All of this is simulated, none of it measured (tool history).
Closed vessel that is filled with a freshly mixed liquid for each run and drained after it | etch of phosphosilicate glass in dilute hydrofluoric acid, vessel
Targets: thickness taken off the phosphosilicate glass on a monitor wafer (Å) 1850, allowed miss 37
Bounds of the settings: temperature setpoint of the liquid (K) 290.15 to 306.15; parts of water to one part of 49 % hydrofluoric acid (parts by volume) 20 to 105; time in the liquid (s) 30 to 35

| run | day | temperature setpoint of the liquid (K) | parts of water to one part of 49 % hydrofluoric acid (parts by volume) | time in the liquid (s) | thickness taken off the phosphosilicate glass on a monitor wafer (Å) |
|---|---|---|---|---|---|
| 1 | 0 | 298.15 | 55 | 35 | 1288.4 |
| 2 | 0.071 | 294.65 | 55 | 35 | 1124.1 |
| 3 | 0.254 | 294.65 | 55 | 30 | 967.21 |
| 4 | 0.492 | 296.15 | 55 | 30 | 1019 |
| 5 | 0.529 | 298.65 | 55 | 30 | 1145 |
| 6 | 0.6 | 300.65 | 55 | 30 | 1233.7 |
| 7 | 0.95 | 300.65 | 55 | 30 | 1221.7 |
| 8 | 1.075 | 304.65 | 45 | 30 | 1782.1 |

4 next moves are on the table. One of them brings every result within its allowed miss. Which?
| A | 1.2 | 303.15 | 45 | 30 | ? |
| B | 1.2 | 304.15 | 45 | 30 | ? |
| C | 1.2 | 305.65 | 45 | 30 | ? |
| D | 1.2 | 303.65 | 50 | 35 | ? |

| move | thickness taken off the phosphosilicate glass on a monitor wafer (Å) |
|---|---|
| A | 1688.2 |
| B | 1755.8 |
| C | 1861.3 |
| D | 1793.8 |
A: further off than the last run
B: further off than the last run
C: meets every target
D: nearer than the last run, and not there yet
Move C is the one to make.

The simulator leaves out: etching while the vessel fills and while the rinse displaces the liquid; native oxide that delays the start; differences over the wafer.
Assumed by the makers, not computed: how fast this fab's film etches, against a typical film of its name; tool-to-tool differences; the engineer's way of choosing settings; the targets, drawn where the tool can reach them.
